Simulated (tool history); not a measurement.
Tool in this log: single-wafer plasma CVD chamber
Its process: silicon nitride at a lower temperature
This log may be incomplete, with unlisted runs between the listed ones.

| run | day | heater temperature setpoint (deg C) | chamber pressure (Pa) | RF power (W) | deposition time (s) | mean film thickness on the monitor wafer (nm) |
|---|---|---|---|---|---|---|
| 1 | 0 | 345 | 277 | 255 | 18.5 | 22.812 |
| 2 | 0.067 | 345 | 277 | 290 | 18.5 | 24.687 |
| 3 | 0.179 | 345 | 257 | 290 | 18.5 | 24.153 |
| 4 | 0.396 | 345 | 257 | 290 | 18.5 | 24.165 |
| 5 | 0.458 | 345 | 249 | 285 | 18.5 | 23.694 |
| 6 | 0.521 | 345 | 249 | 320 | 18.5 | 25.384 |
| 7 | 0.562 | 345 | 241 | 315 | 18.5 | 24.988 |
| 8 | 0.633 | 345 | 241 | 315 | 18.5 | 24.975 |
| 9 | 0.7 | 345 | 235 | 310 | 18.5 | 24.527 |
| 10 | 0.9 | 345 | 228 | 305 | 18.5 | 24.17 |
| 11 | 1.079 | 345 | 223 | 300 | 18.5 | 23.74 |
| 12 | 1.208 | 345 | 217 | 295 | 18.5 | 23.285 |
| 13 | 1.371 | 345 | 212 | 290 | 18.5 | 22.961 |

Run 14 is up next; what results do you expect?
| 14 | 1.496 | 345 | 167 | 250 | 18.4 | ? |

mean film thickness on the monitor wafer (nm): 19.55

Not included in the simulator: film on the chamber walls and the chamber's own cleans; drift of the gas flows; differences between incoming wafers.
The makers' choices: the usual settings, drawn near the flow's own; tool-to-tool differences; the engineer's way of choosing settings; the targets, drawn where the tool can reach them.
